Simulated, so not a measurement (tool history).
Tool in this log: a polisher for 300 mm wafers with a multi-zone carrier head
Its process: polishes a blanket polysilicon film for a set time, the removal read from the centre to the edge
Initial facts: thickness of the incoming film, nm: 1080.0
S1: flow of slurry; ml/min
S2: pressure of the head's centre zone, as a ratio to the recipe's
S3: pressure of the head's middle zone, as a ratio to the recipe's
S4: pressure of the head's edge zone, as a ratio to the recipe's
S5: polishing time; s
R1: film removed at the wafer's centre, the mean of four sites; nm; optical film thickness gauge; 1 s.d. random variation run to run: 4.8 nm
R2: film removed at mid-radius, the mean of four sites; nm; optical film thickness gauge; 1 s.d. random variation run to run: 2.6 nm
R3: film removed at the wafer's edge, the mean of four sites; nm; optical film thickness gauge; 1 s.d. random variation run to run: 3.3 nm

Run 1, hour 0.0: S1 190 ml/min, S2 1.00, S3 1.00, S4 1.00, S5 50 s. Result: R1 309.38 nm, R2 315.73 nm, R3 304.37 nm.
Run 2, hour 5.2: S1 195 ml/min, S2 0.99, S3 1.00, S4 1.03, S5 51 s. Result: R1 317.76 nm, R2 324.95 nm, R3 314.03 nm.
Run 3, hour 13.8: S1 195 ml/min, S2 0.99, S3 1.00, S4 0.96, S5 51 s. Result: R1 316.52 nm, R2 325.02 nm, R3 300.59 nm.
Run 4, hour 19.5: S1 195 ml/min, S2 0.96, S3 1.00, S4 0.96, S5 51 s. Result: R1 307.77 nm, R2 323.81 nm, R3 303.58 nm.
Run 5, hour 23.9: S1 195 ml/min, S2 0.96, S3 1.00, S4 0.90, S5 51 s. Result: R1 312.55 nm, R2 322.32 nm, R3 296.47 nm.
Run 6, hour 27.4: S1 200 ml/min, S2 0.95, S3 0.99, S4 0.94, S5 52 s. Result: R1 321.18 nm, R2 331.30 nm, R3 305.13 nm.
Run 7, hour 30.4: S1 190 ml/min, S2 0.96, S3 1.00, S4 0.97, S5 53 s. Result: R1 322.37 nm, R2 336.08 nm, R3 321.02 nm.
Run 8, hour 35.0: S1 190 ml/min, S2 0.96, S3 1.00, S4 0.99, S5 54 s. Result: R1 327.27 nm, R2 343.51 nm, R3 324.77 nm.

Run 9 is up next; what results do you expect?
Run 9, hour 40.1: S1 190 ml/min, S2 0.95, S3 1.00, S4 1.02, S5 55 s. Result: R1 ?, R2 ?, R3 ?.

R1: 332.01 nm
R2: 350.51 nm
R3: 338.82 nm
